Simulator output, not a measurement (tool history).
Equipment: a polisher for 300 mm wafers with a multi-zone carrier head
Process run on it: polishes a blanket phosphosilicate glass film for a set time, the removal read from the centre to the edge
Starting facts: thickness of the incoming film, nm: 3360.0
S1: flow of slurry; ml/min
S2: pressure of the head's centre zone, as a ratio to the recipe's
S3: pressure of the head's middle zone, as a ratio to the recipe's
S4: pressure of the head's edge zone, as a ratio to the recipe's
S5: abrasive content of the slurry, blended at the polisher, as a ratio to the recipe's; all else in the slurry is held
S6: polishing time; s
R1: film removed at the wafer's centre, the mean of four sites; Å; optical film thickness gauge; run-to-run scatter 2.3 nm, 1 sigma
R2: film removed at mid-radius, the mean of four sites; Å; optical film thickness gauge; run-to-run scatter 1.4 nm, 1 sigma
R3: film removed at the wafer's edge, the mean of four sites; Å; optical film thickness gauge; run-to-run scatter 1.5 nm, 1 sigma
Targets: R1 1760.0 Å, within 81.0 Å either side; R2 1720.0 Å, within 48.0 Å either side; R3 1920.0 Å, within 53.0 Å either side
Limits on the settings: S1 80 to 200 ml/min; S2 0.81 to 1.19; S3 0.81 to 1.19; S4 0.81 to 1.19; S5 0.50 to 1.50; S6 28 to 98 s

run	hour	S1	S2	S3	S4	S5	S6	R1	R2	R3
1	0.0	130	1.00	1.00	1.00	1.00	63	3844.3	4118.5	4212.2
2	1.1	125	0.99	0.97	0.98	0.90	58	3277.1	3398.5	3577.8
3	1.7	125	0.95	0.97	0.98	0.90	58	3185.2	3377.9	3525.5
4	4.1	125	0.95	0.97	0.98	0.80	58	2899.3	3151.0	3274.2
5	7.3	125	0.95	0.97	1.05	0.80	58	3018.5	3124.4	3365.5
6	16.0	120	0.95	0.95	1.02	0.75	55	2637.2	2734.2	3015.5
7	20.0	120	0.95	0.95	1.02	0.75	55	2582.8	2746.2	3032.1
8	21.9	130	0.97	0.93	0.99	0.70	52	2387.9	2473.2	2652.5
9	26.9	130	0.97	0.91	0.97	0.65	51	2195.7	2264.1	2426.2
10	31.0	125	0.98	0.89	0.95	0.65	51	2223.1	2154.9	2411.6
11	34.0	125	0.97	0.88	0.93	0.60	51	2047.7	2019.3	2238.5
12	39.5	125	0.96	0.87	0.91	0.60	51	2044.9	1965.0	2176.1
13	44.6	90	0.86	0.83	0.82	0.55	51	1589.0	1579.5	1765.8

Of the 4 settings listed for the next run, only one would bring every result within its allowed miss of target. Which one?
A	49.7	110	0.81	0.96	0.82	0.55	48	?	?	?
B	49.7	85	0.81	1.01	0.84	0.55	47	?	?	?
C	49.7	85	0.83	0.89	0.87	0.65	48	?	?	?
D	49.7	85	0.93	0.86	0.81	0.50	62	?	?	?

move	R1	R2	R3
A	1544.1	1763.8	1745.6
B	1375.7	1664.2	1642.2
C	1672.1	1798.9	2008.1
D	1746.6	1722.6	1917.5
A: brings the last run's worst result on target, with another outside its allowed miss
B: its largest miss is bigger than the last run's
C: takes the result that was furthest off past its target
D: each result inside its tolerance
Correct choice: D, which meets every target
